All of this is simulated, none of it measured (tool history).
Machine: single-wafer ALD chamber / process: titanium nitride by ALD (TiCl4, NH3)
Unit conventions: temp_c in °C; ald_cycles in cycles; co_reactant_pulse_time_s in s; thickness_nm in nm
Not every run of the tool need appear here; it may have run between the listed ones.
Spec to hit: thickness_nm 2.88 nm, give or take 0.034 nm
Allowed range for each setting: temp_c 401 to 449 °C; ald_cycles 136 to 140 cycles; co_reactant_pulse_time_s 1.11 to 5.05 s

{"run": 1, "hour": 0.0, "temp_c": 425, "ald_cycles": 136, "co_reactant_pulse_time_s": 3.08, "thickness_nm": 3.0331}
{"run": 2, "hour": 6.6, "temp_c": 425, "ald_cycles": 136, "co_reactant_pulse_time_s": 2.76, "thickness_nm": 3.0186}
{"run": 3, "hour": 14.2, "temp_c": 433, "ald_cycles": 136, "co_reactant_pulse_time_s": 2.76, "thickness_nm": 3.0175}
{"run": 4, "hour": 17.6, "temp_c": 433, "ald_cycles": 136, "co_reactant_pulse_time_s": 2.76, "thickness_nm": 3.0221}
{"run": 5, "hour": 22.5, "temp_c": 433, "ald_cycles": 140, "co_reactant_pulse_time_s": 2.76, "thickness_nm": 3.1025}
{"run": 6, "hour": 29.4, "temp_c": 436, "ald_cycles": 139, "co_reactant_pulse_time_s": 2.44, "thickness_nm": 3.0707}
{"run": 7, "hour": 33.8, "temp_c": 439, "ald_cycles": 138, "co_reactant_pulse_time_s": 2.18, "thickness_nm": 3.0347}
{"run": 8, "hour": 34.7, "temp_c": 441, "ald_cycles": 138, "co_reactant_pulse_time_s": 1.97, "thickness_nm": 3.0166}
{"hour": 36.1, "done": "thermocouple changed; heater temperature recalibrated"}
{"run": 9, "hour": 36.1, "temp_c": 443, "ald_cycles": 138, "co_reactant_pulse_time_s": 1.8, "thickness_nm": 3.0248}
{"run": 10, "hour": 38.5, "temp_c": 444, "ald_cycles": 138, "co_reactant_pulse_time_s": 1.67, "thickness_nm": 2.9924}
{"run": 11, "hour": 42.2, "temp_c": 445, "ald_cycles": 138, "co_reactant_pulse_time_s": 1.56, "thickness_nm": 3.0032}
{"run": 12, "hour": 50.9, "temp_c": 433, "ald_cycles": 136, "co_reactant_pulse_time_s": 1.11, "thickness_nm": 2.8212}
{"run": 13, "hour": 53.8, "temp_c": 433, "ald_cycles": 136, "co_reactant_pulse_time_s": 1.11, "thickness_nm": 2.8121}
{"run": 14, "hour": 61.7, "temp_c": 434, "ald_cycles": 136, "co_reactant_pulse_time_s": 1.11, "thickness_nm": 2.8181}
{"run": 15, "hour": 70.3, "temp_c": 435, "ald_cycles": 136, "co_reactant_pulse_time_s": 1.11, "thickness_nm": 2.8142}
{"run": 16, "hour": 78.2, "temp_c": 436, "ald_cycles": 136, "co_reactant_pulse_time_s": 1.11, "thickness_nm": 2.812}
{"run": 17, "hour": 84.5, "temp_c": 437, "ald_cycles": 136, "co_reactant_pulse_time_s": 1.11, "thickness_nm": 2.8233}
{"run": 18, "hour": 90.1, "temp_c": 438, "ald_cycles": 136, "co_reactant_pulse_time_s": 1.11, "thickness_nm": 2.8221}
{"run": 19, "hour": 91.1, "temp_c": 439, "ald_cycles": 136, "co_reactant_pulse_time_s": 1.11, "thickness_nm": 2.8235}
{"run": 20, "hour": 94.5, "temp_c": 440, "ald_cycles": 136, "co_reactant_pulse_time_s": 1.11, "thickness_nm": 2.8202}

Of the 4 settings listed for the next run, only one would bring every result within its allowed miss of target. Which one?
{"run": "A", "hour": 97.9, "temp_c": 436, "ald_cycles": 136, "co_reactant_pulse_time_s": 1.11, "thickness_nm": "?"}
{"run": "B", "hour": 97.9, "temp_c": 436, "ald_cycles": 136, "co_reactant_pulse_time_s": 1.89, "thickness_nm": "?"}
{"run": "C", "hour": 97.9, "temp_c": 442, "ald_cycles": 137, "co_reactant_pulse_time_s": 1.4, "thickness_nm": "?"}
{"run": "D", "hour": 97.9, "temp_c": 435, "ald_cycles": 139, "co_reactant_pulse_time_s": 1.11, "thickness_nm": "?"}

move=A thickness_nm=2.8153
move=B thickness_nm=2.9684
move=C thickness_nm=2.9369
move=D thickness_nm=2.8751
A: its largest miss is bigger than the last run's
B: takes the result that was furthest off past its target
C: takes the result that was furthest off past its target
D: every result within its allowed miss
D meets every target.
